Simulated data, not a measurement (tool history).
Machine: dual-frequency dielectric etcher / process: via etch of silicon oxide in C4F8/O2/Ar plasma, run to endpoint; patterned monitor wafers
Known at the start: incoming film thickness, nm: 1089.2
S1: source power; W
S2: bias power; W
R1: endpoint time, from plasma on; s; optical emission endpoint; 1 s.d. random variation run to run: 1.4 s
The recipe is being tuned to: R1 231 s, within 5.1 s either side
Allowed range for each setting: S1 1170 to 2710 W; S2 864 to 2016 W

| run | hour | S1 | S2 | R1 |
|---|---|---|---|---|
| 1 | 0 | 1940 | 1440 | 205.46 |
| 2 | 2.8 | 1870 | 1426 | 208.48 |
| 3 | 7.8 | 1870 | 1210 | 218.55 |
| 4 | 14.8 | 2000 | 1210 | 211.69 |
| 5 | 18 | 2340 | 1210 | 203.81 |
| 6 | 19.6 | 2250 | 1180 | 211.35 |
| 7 | 27.2 | 2190 | 1154 | 211.16 |
| 8 | 33 | 2130 | 1132 | 215.5 |
| 9 | 40.7 | 2080 | 1118 | 216.07 |

Of the 5 settings listed for the next run, only one would bring every result within its allowed miss of target. Which one?
| A | 48.4 | 1930 | 1338 | ? |
| B | 48.4 | 2460 | 1186 | ? |
| C | 48.4 | 1730 | 1247 | ? |
| D | 48.4 | 1700 | 864 | ? |
| E | 48.4 | 1880 | 951 | ? |

| move | R1 |
|---|---|
| A | 209.27 |
| B | 203.59 |
| C | 219.19 |
| D | 243.94 |
| E | 231.94 |
A: misses by more than the last run did
B: misses by more than the last run did
C: moves toward the targets from the last run without getting all of them in spec
D: pushes the last run's worst result past its target
E: all results in spec
So the answer is move E, the one that meets all the targets.
